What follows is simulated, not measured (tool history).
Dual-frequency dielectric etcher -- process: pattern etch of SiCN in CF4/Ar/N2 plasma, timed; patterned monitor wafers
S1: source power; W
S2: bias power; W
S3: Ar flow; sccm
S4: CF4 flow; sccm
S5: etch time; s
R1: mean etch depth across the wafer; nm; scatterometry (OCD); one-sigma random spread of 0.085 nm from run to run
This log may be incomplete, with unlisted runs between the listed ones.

run	day	S1	S2	S3	S4	S5	R1
1	0.000	430	79	127	52	56	44.409
2	0.333	430	79	145	52	56	43.550
3	0.471	500	79	145	52	56	48.883
4	0.817	500	79	145	43	56	47.258
5	1.142	460	77	146	43	56	44.122
6	1.267	430	74	147	43	56	41.504
7	1.525	400	72	148	43	56	38.720
8	1.850	310	70	149	43	56	31.938
9	1.950	300	70	149	43	56	31.166

Expected results for the next run?
10	2.275	290	70	149	43	56	?

{"run 10": {"R1": 30.538}}
